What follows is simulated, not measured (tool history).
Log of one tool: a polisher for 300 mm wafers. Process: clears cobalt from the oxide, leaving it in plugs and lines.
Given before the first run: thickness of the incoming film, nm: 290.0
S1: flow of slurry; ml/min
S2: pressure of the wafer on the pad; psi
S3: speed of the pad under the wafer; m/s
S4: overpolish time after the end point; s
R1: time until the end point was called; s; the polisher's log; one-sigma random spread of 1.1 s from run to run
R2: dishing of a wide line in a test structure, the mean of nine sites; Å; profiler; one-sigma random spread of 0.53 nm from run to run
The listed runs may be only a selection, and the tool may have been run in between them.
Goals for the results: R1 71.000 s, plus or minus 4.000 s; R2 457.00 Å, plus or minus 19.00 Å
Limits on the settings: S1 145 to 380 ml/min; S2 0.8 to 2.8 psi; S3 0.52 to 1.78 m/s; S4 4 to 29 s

run  hour   S1   S2    S3  S4      R1      R2
  1   0.0  245  1.8  1.14  15  42.056  646.60
  2   1.8  245  1.5  1.12  15  50.825  593.38
  3  10.5  245  1.3  1.10  14  55.632  542.21
  4  17.7  280  1.3  1.10  14  55.798  539.80
  5  25.5  280  1.2  1.08  14  59.331  519.39
     30.1  -- head pressure recalibrated
  6  30.1  280  1.4  1.08  14  57.029  530.86
  7  37.6  290  1.3  1.08  14  58.488  521.22
  8  42.8  290  1.2  1.08  14  62.139  502.64

Which one of the following 4 next-run settings gets every result inside its allowed miss? There is exactly one.
  A  48.0  245  0.9  1.20  14   ?   ?
  B  48.0  330  1.1  1.00  12   ?   ?
  C  48.0  330  1.3  1.12  13   ?   ?
  D  48.0  290  0.8  1.04  19   ?   ?

move      R1      R2
   A  70.091  454.23
   B  68.895  410.54
   C  57.278  496.55
   D  81.470  507.14
A: every result lands within tolerance
B: pushes the last run's worst result past its target
C: misses by more than the last run did
D: misses by more than the last run did
A is the move that brings every result within its allowed miss.
